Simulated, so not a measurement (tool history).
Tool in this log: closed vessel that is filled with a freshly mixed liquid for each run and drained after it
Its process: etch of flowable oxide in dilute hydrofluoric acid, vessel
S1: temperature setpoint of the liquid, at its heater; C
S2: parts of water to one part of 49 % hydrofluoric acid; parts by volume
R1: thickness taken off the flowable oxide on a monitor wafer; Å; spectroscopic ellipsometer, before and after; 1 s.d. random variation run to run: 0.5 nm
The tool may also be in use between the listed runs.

{"run": 1, "hour": 0.0, "S1": 24.0, "S2": 65, "time in the liquid (s)": 125, "R1": 632.15}
{"run": 2, "hour": 4.7, "S1": 24.0, "S2": 65, "time in the liquid (s)": 125, "R1": 627.7}
{"run": 3, "hour": 10.8, "S1": 22.0, "S2": 65, "time in the liquid (s)": 125, "R1": 575.95}
{"run": 4, "hour": 11.8, "S1": 23.0, "S2": 65, "time in the liquid (s)": 125, "R1": 599.49}
{"run": 5, "hour": 15.8, "S1": 23.0, "S2": 65, "time in the liquid (s)": 135, "R1": 652.64}
{"run": 6, "hour": 20.6, "S1": 24.0, "S2": 65, "time in the liquid (s)": 135, "R1": 678.56}
{"run": 7, "hour": 22.4, "S1": 24.0, "S2": 65, "time in the liquid (s)": 135, "R1": 680.34}
{"run": 8, "hour": 28.8, "S1": 28.0, "S2": 65, "time in the liquid (s)": 135, "R1": 796.04}
{"run": 9, "hour": 34.9, "S1": 28.5, "S2": 65, "time in the liquid (s)": 135, "R1": 818.06}

The next listed run, before its measurement:
{"run": 10, "hour": 36.7, "S1": 29.0, "S2": 65, "time in the liquid (s)": 135, "R1": "?"}

Run 10 came out at R1 830.74 Å.
